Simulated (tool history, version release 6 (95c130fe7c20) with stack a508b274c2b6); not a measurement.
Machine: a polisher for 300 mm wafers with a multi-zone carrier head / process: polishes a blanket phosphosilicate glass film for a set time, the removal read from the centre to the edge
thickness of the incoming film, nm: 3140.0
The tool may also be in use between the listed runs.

run	day	flow of slurry (ml/min)	pressure of the head's centre zone	pressure of the head's middle zone	pressure of the head's edge zone	abrasive content of the slurry	polishing time (s)	film removed at the wafer's centre (nm)	film removed at mid-radius (nm)	film removed at the wafer's edge (nm)
1	0	135	1	1	1	1	76	644.05	624.32	628.96
2	0.338	135	1	0.93	1	1	76	647.39	582.94	636.46
3	0.496	125	0.96	0.94	0.94	0.85	64	463.69	447.14	462.88
4	0.854	115	0.93	0.93	0.9	0.75	60	370.27	367.26	390.24
5	1.133	115	0.93	0.93	0.9	0.75	77	478.52	470.21	486.81
6	1.192	115	0.99	0.93	0.9	0.75	77	511.75	474.52	482.05
7	1.471	105	0.96	0.94	0.87	0.65	70	390.44	377.47	390.56
8	1.704	100	0.96	0.97	0.85	0.6	66	336.32	335.65	330.07
9	1.779	95	0.95	0.97	0.84	0.55	65	297.4	298.97	293.19
10	1.946	90	0.94	0.98	0.84	0.55	65	281.44	298.97	294.07
11	2.042	85	0.94	0.98	0.83	0.55	65	278.08	295.24	279.28
12	2.071	85	0.94	0.98	0.83	0.55	65	280.82	290.77	289.42
13	2.267	85	0.94	0.98	0.83	0.55	65	280.74	289.82	281.36
14	2.612	85	0.93	0.98	0.83	0.55	65	278.88	292.92	291.89
15	2.862	85	0.93	0.99	0.82	0.55	65	275.56	293.04	285.08
16	2.892	85	0.92	0.98	0.81	0.5	64	242.4	259.91	256.32
17	2.946	85	0.92	0.98	0.81	0.5	64	244.37	263.65	255.3
18	2.983	95	0.92	0.98	0.82	0.5	64	253.85	271.4	263.08

Run 19 is up next; what results do you expect?
19	3.121	100	0.92	0.98	0.83	0.5	64	?	?	?

{"run 19": {"film removed at the wafer's centre (nm)": 259.39, "film removed at mid-radius (nm)": 276.87, "film removed at the wafer's edge (nm)": 267.82}}

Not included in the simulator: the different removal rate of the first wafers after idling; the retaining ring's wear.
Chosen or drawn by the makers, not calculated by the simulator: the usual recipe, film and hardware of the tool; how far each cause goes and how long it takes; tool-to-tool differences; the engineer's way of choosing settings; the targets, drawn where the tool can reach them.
